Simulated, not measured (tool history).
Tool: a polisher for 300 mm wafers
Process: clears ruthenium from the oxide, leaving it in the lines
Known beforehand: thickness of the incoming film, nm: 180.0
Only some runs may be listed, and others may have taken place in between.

run,day,flow of slurry (ml/min),pressure of the wafer on the pad (psi),speed of the pad under the wafer (m/s),overpolish time after the end point (s),time until the end point was called (s)
1,0,275,2.5,1.06,10,122.78
2,0.333,240,2.5,1.06,10,125.19
3,0.712,240,2.5,1.2,10,109.02
4,1.062,205,2.5,1.2,10,112.11
5,1.238,270,2.5,1.2,10,109.29
6,1.604,270,2.1,1.18,10,128.46
7,1.742,265,1.8,1.16,10,149.21
8,2.108,260,1.6,1.16,10,162.91
9,2.296,255,1.5,1.16,10,171.2
10,2.358,245,1.4,1.16,10,181.71
11,2.429,245,1.4,1.16,10,184.05
12,2.738,230,1.4,1.16,10,183.71
13,2.812,220,1.4,1.16,10,186.16
14,2.888,210,1.4,1.16,10,184.2
15,3.2,210,1.2,1.16,10,211.81
16,3.358,220,1.2,1.16,10,212.98
17,3.479,230,1.2,1.16,10,206.36
18,3.842,235,1.2,1.16,10,207.63

Predict the results of run 19:
19,4.108,240,1.2,1.16,10,?

time until the end point was called (s): 206.64
